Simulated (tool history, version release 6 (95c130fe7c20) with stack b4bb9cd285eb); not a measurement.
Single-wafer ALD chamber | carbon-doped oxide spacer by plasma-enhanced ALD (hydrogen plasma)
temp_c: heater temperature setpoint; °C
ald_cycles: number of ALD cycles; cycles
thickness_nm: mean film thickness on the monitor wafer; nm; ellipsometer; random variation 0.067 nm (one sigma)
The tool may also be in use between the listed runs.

{"run": 1, "day": 0.0, "temp_c": 390, "ald_cycles": 473, "thickness_nm": 25.841}
{"run": 2, "day": 0.35, "temp_c": 390, "ald_cycles": 463, "thickness_nm": 25.415}
{"run": 3, "day": 0.608, "temp_c": 390, "ald_cycles": 531, "thickness_nm": 29.072}
{"run": 4, "day": 0.658, "temp_c": 398, "ald_cycles": 531, "thickness_nm": 28.65}
{"run": 5, "day": 0.925, "temp_c": 388, "ald_cycles": 531, "thickness_nm": 29.183}
{"run": 6, "day": 0.992, "temp_c": 388, "ald_cycles": 514, "thickness_nm": 27.991}
{"run": 7, "day": 1.125, "temp_c": 388, "ald_cycles": 498, "thickness_nm": 27.188}
{"run": 8, "day": 1.483, "temp_c": 388, "ald_cycles": 484, "thickness_nm": 26.386}
{"run": 9, "day": 1.746, "temp_c": 388, "ald_cycles": 472, "thickness_nm": 25.684}

The next listed run, before its measurement:
{"run": 10, "day": 1.775, "temp_c": 388, "ald_cycles": 462, "thickness_nm": "?"}

{"run 10": {"thickness_nm": 25.188}}
